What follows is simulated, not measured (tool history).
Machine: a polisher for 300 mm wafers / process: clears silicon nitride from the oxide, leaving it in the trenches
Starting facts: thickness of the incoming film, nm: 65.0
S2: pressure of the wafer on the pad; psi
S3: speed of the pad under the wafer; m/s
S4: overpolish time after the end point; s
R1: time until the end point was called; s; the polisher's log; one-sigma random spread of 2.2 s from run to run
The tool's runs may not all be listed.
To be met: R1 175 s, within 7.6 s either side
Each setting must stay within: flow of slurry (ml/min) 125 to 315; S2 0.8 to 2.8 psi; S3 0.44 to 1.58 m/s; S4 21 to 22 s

run 1 day=0 | flow_of_slurry_(ml/min)=205 S2=1.8 S3=1 S4=21 | R1=113.8
run 2 day=0.304 | flow_of_slurry_(ml/min)=205 S2=1.8 S3=1 S4=22 | R1=109.92
run 3 day=0.679 | flow_of_slurry_(ml/min)=205 S2=1.8 S3=1 S4=21 | R1=113.69
run 4 day=0.996 | flow_of_slurry_(ml/min)=205 S2=1.6 S3=1 S4=21 | R1=121.53
run 5 day=1.296 | flow_of_slurry_(ml/min)=180 S2=1.6 S3=1 S4=21 | R1=126.93
run 6 day=1.529 | flow_of_slurry_(ml/min)=175 S2=1.4 S3=1 S4=21 | R1=133.89
run 7 day=1.675 | flow_of_slurry_(ml/min)=175 S2=1.2 S3=0.98 S4=21 | R1=156.78
-- day=2.008 slurry nozzle cleaned
run 8 day=2.008 | flow_of_slurry_(ml/min)=175 S2=1.1 S3=0.98 S4=21 | R1=161.69

Next run, 4 choices. One meets every target within its allowed miss, the rest don't. Which?
run A day=2.342 | flow_of_slurry_(ml/min)=185 S2=1.2 S3=0.82 S4=21 | R1=?
run B day=2.342 | flow_of_slurry_(ml/min)=150 S2=1.2 S3=0.76 S4=21 | R1=?
run C day=2.342 | flow_of_slurry_(ml/min)=150 S2=0.9 S3=0.92 S4=22 | R1=?
run D day=2.342 | flow_of_slurry_(ml/min)=160 S2=1 S3=0.88 S4=22 | R1=?

move=A R1=175.2
move=B R1=194.49
move=C R1=194.74
move=D R1=188.42
A: hits every target within its allowed miss
B: the result that was furthest off in the last run now lies on the other side of its target
C: the result that was furthest off in the last run now lies on the other side of its target
D: the result that was furthest off in the last run now lies on the other side of its target
Correct choice: A, which meets every target
